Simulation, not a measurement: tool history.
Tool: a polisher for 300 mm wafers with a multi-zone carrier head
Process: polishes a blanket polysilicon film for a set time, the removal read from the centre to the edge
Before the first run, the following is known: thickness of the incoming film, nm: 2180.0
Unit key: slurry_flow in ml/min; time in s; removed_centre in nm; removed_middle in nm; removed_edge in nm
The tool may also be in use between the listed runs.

| run | hour | slurry_flow | centre_zone | middle_zone | edge_zone | time | removed_centre | removed_middle | removed_edge |
|---|---|---|---|---|---|---|---|---|---|
| 1 | 0 | 130 | 1 | 1 | 1 | 31 | 354.72 | 364.29 | 364.44 |
| 2 | 2.7 | 130 | 1 | 1 | 1.08 | 31 | 352.48 | 358.74 | 371.88 |
| 3 | 10 | 110 | 1 | 1 | 1.08 | 31 | 341.57 | 341.29 | 358.17 |
| 4 | 14.3 | 130 | 1.01 | 1.01 | 1.1 | 32 | 370.83 | 375.06 | 391.22 |
| 5 | 18.5 | 130 | 1.01 | 1.04 | 1.1 | 32 | 371.42 | 375.75 | 381.29 |
| 6 | 22.6 | 130 | 1.01 | 1.04 | 1.1 | 37 | 427.79 | 441.09 | 448.69 |
| 7 | 30.5 | 135 | 1.02 | 1.04 | 1.11 | 37 | 436.44 | 442.47 | 472.02 |
| 8 | 36.6 | 135 | 1.02 | 1.04 | 1.11 | 37 | 437.94 | 440.06 | 456.81 |

Expected results for the next run?
| 9 | 40.8 | 140 | 1.02 | 1.04 | 1.11 | 37 | ? | ? | ? |

{"run 9": {"removed_centre": 430.87, "removed_middle": 451.31, "removed_edge": 463.8}}
